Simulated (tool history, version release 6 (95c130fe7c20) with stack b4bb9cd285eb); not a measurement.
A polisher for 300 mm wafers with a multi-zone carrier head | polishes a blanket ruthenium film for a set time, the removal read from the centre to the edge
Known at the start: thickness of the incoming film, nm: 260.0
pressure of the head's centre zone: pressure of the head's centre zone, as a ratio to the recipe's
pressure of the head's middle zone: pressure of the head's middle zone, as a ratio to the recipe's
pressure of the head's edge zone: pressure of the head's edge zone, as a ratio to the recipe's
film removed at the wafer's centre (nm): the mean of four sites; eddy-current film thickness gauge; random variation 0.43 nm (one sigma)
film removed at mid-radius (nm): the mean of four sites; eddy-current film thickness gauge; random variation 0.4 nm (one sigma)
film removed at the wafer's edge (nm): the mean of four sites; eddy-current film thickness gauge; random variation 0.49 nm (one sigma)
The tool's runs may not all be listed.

run  hour  flow of slurry (ml/min)  pressure of the head's centre zone  pressure of the head's middle zone  pressure of the head's edge zone  polishing time (s)  film removed at the wafer's centre (nm)  film removed at mid-radius (nm)  film removed at the wafer's edge (nm)
  1   0.0                      140                                1.00                                1.00                              1.00                  78                                   78.294                           76.279                                 75.836
  2   8.8                      140                                1.00                                1.00                              0.97                  71                                   71.340                           70.167                                 67.919
  3  11.2                      140                                1.00                                0.99                              0.95                  65                                   66.758                           64.573                                 62.292
  4  15.5                      140                                0.99                                0.99                              0.93                  60                                   60.544                           59.098                                 57.306
  5  20.1                      140                                0.99                                1.02                              0.93                  60                                   60.122                           60.845                                 56.658
  6  26.8                      135                                0.99                                1.02                              0.91                  57                                   56.288                           58.201                                 53.441
  7  30.5                      130                                0.99                                1.01                              0.89                  55                                   54.470                           54.030                                 51.715
  8  33.1                      130                                0.99                                1.02                              0.88                  53                                   51.161                           52.242                                 48.462
  9  41.7                      125                                1.00                                1.02                              0.87                  53                                   53.069                           52.539                                 48.702
 10  49.7                      120                                1.00                                1.02                              0.86                  52                                   51.200                           50.930                                 47.466
 11  56.4                      115                                1.00                                1.02                              0.85                  51                                   49.170                           49.303                                 45.596
 12  64.6                      110                                1.00                                1.02                              0.84                  51                                   49.433                           48.194                                 45.261
 13  66.2                      105                                1.00                                1.03                              0.83                  51                                   48.165                           48.657                                 45.072
 14  74.7                      105                                1.00                                1.03                              0.83                  50                                   46.524                           48.269                                 44.192

Forecast run 15:
 15  78.6                      105                                1.01                                1.03                              0.83                  50                                        ?                                ?                                      ?

{"run 15": {"film removed at the wafer's centre (nm)": 47.638, "film removed at mid-radius (nm)": 47.768, "film removed at the wafer's edge (nm)": 44.562}}
